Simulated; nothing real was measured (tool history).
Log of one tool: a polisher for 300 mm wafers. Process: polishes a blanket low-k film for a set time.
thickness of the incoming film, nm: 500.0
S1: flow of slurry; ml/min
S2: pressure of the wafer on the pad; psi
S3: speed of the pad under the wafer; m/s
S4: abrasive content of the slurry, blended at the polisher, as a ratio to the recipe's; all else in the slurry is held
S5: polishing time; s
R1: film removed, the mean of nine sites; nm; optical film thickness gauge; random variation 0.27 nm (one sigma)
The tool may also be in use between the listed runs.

| run | day | S1 | S2 | S3 | S4 | S5 | R1 |
|---|---|---|---|---|---|---|---|
| 1 | 0 | 215 | 2.3 | 0.9 | 1 | 104 | 40.555 |
| 2 | 0.146 | 215 | 2.3 | 0.9 | 1 | 104 | 40.777 |
| 3 | 0.312 | 215 | 2.3 | 0.78 | 1 | 104 | 36.743 |
| 4 | 0.604 | 215 | 2.3 | 0.78 | 1 | 104 | 36.703 |
| 5 | 0.771 | 215 | 2.3 | 1 | 1 | 104 | 44.434 |
| 6 | 1.046 | 215 | 2.3 | 1.14 | 1 | 104 | 49.443 |
| 7 | 1.179 | 215 | 2.2 | 1.14 | 1 | 104 | 48.412 |

Forecast run 8:
| 8 | 1.358 | 215 | 2.1 | 1.14 | 1 | 104 | ? |

{"run 8": {"R1": 46.266}}
